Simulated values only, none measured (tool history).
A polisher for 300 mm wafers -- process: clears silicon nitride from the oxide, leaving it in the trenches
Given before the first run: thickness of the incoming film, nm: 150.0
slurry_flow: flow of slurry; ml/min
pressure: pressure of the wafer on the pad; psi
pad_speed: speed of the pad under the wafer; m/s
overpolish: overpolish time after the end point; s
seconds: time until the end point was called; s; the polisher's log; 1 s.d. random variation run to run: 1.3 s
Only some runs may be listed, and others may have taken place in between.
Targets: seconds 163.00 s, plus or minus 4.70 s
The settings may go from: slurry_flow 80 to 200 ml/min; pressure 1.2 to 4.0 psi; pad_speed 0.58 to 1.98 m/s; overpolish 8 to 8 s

run	day	slurry_flow	pressure	pad_speed	overpolish	seconds
1	0.000	130	2.6	1.28	8	128.64
2	0.350	130	2.9	1.28	8	113.29
3	0.521	125	2.7	1.28	8	122.71
4	0.854	155	2.7	1.28	8	116.52
5	0.962	155	2.7	1.14	8	132.61
6	1.300	155	2.7	1.14	8	132.38
7	1.433	145	2.6	1.14	8	140.04
8	1.738	140	2.6	1.14	8	142.20
9	1.783	135	2.6	1.14	8	141.09
10	2.146	130	2.5	1.14	8	146.65
# day 2.262: slurry nozzle cleaned
11	2.262	125	2.5	1.14	8	137.62
12	2.546	125	2.4	1.14	8	144.19

Consider the 5 candidate settings below. Which is the only one whose results all fall within their allowed miss of target?
A	2.829	130	2.3	1.24	8	?
B	2.829	115	3.1	0.70	8	?
C	2.829	120	2.6	1.20	8	?
D	2.829	80	2.1	1.38	8	?
E	2.829	120	2.1	1.14	8	?

move	seconds
A	136.05
B	179.85
C	126.39
D	146.38
E	163.28
A: its largest miss is bigger than the last run's
B: takes the result that was furthest off past its target
C: its largest miss is bigger than the last run's
D: better than the last run, though not everything is in spec
E: in spec on every target
So the answer is move E, the one that meets all the targets.
